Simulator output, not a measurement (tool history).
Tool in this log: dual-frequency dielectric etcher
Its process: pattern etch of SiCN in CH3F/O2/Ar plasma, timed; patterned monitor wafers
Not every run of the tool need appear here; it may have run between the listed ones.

run  hour  source power (W)  bias power (W)  etch time (s)  mean etch depth across the wafer (nm)
  1     0               330              55           54.5                                 18.353
  2   8.8               340              56           54.5                                  18.82
  3  10.1               350              56           54.5                                 19.229
  4  17.3               350              56           49.5                                 17.166
  5    20               360              58             50                                 17.957
  6  24.1               370              59             50                                 18.388
  7  32.6               380              60             50                                 18.827
  8  38.2               380              60             50                                 18.734

Forecast run 9:
  9  45.7               390              61             50                                      ?

Run 9 measured mean etch depth across the wafer (nm) 18.793.

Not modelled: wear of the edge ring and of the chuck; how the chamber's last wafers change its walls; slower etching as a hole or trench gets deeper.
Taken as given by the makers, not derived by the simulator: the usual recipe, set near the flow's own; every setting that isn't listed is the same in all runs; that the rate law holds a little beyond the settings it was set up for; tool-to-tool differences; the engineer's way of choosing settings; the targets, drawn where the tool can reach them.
